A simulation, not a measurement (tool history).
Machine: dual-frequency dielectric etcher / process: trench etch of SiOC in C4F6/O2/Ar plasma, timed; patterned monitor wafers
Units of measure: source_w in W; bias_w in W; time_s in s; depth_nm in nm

Run 1, hour 0: source_w 450 W, bias_w 213 W, time_s 17 s. Result: depth_nm 40.431 nm.
Run 2, hour 3: source_w 450 W, bias_w 180 W, time_s 17 s. Result: depth_nm 37.055 nm.
Run 3, hour 4.4: source_w 450 W, bias_w 203 W, time_s 17 s. Result: depth_nm 39.368 nm.
Run 4, hour 5.3: source_w 420 W, bias_w 193 W, time_s 17 s. Result: depth_nm 37.18 nm.
Run 5, hour 6.2: source_w 420 W, bias_w 170 W, time_s 17 s. Result: depth_nm 34.706 nm.
Run 6, hour 7.5: source_w 420 W, bias_w 170 W, time_s 17.5 s. Result: depth_nm 35.714 nm.
Run 7, hour 12.4: source_w 400 W, bias_w 168 W, time_s 17.5 s. Result: depth_nm 34.396 nm.
Run 8, hour 20.6: source_w 390 W, bias_w 167 W, time_s 17.5 s. Result: depth_nm 33.965 nm.
Run 9, hour 23.8: source_w 380 W, bias_w 166 W, time_s 17.5 s. Result: depth_nm 33.235 nm.
Run 10, hour 29.8: source_w 370 W, bias_w 165 W, time_s 17.5 s. Result: depth_nm 32.774 nm.

What will run 11 give?
Run 11, hour 37.6: source_w 360 W, bias_w 164 W, time_s 17.5 s. Result: depth_nm ?.

Run 11 measured depth_nm 32.139 nm.
